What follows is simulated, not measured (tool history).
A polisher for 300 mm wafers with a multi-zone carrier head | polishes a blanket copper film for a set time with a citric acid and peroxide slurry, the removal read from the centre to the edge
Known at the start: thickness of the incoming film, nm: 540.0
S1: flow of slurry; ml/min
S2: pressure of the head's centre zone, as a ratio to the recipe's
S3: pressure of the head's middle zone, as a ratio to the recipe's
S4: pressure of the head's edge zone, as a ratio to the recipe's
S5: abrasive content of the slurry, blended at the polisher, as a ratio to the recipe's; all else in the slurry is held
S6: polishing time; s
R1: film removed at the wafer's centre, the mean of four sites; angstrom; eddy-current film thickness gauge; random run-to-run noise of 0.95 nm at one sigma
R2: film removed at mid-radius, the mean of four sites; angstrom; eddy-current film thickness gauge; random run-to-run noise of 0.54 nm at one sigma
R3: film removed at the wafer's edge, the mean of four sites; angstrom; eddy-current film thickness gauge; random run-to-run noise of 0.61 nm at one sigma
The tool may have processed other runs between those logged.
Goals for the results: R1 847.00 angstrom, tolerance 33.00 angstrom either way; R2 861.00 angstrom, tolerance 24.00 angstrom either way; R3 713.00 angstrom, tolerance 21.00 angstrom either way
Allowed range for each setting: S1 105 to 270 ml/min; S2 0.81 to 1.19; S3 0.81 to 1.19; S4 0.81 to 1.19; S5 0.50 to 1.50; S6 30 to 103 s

run,hour,S1,S2,S3,S4,S5,S6,R1,R2,R3
1,0.0,175,1.00,1.00,1.00,1.00,66,1153.10,1237.10,1217.90
2,6.1,180,1.03,1.02,0.96,0.90,61,1074.10,1144.40,1081.30
3,10.2,180,1.05,1.03,0.93,0.80,57,1002.80,1042.90,969.97
4,13.0,180,1.05,1.03,0.93,0.80,63,1136.60,1142.70,1099.50
5,20.9,190,1.07,1.05,0.91,0.75,58,1032.90,1077.30,987.69
6,25.8,185,1.09,1.07,0.89,0.70,55,977.75,1006.90,897.48
7,30.8,185,1.09,1.07,0.89,0.70,55,989.51,1012.60,892.50
8,32.8,175,1.09,1.08,0.87,0.65,54,936.71,983.39,855.57
9,36.9,165,1.10,1.09,0.86,0.60,53,916.54,957.20,810.19
10,37.4,155,1.10,1.09,0.85,0.60,53,897.29,934.27,795.72
# hour 38.9: centre zone pressure recalibrated
11,38.9,145,1.11,1.09,0.84,0.60,53,941.77,909.31,787.00
12,46.2,125,1.07,1.14,0.81,0.50,49,773.00,822.41,673.86
13,52.1,130,1.08,1.13,0.81,0.50,49,798.98,820.65,675.49

Exactly one of the 5 candidate moves below puts every result within its allowed miss. Which one?
A,58.0,130,1.04,1.10,0.86,0.55,48,?,?,?
B,58.0,165,1.06,1.09,0.87,0.65,44,?,?,?
C,58.0,150,0.98,1.12,0.93,0.50,45,?,?,?
D,58.0,195,1.07,1.12,0.84,0.50,48,?,?,?
E,58.0,105,1.02,1.02,0.88,0.60,52,?,?,?

move,R1,R2,R3
A,778.03,810.43,703.23
B,796.99,802.67,695.15
C,702.29,783.77,686.98
D,862.22,877.27,724.71
E,782.30,786.63,750.82
A: gets the furthest-off result to its target, but another result is out of tolerance
B: gets the furthest-off result to its target, but another result is out of tolerance
C: misses by more than the last run did
D: all results land within tolerance of their targets
E: pushes the last run's worst result past its target
The move that meets every target is D.
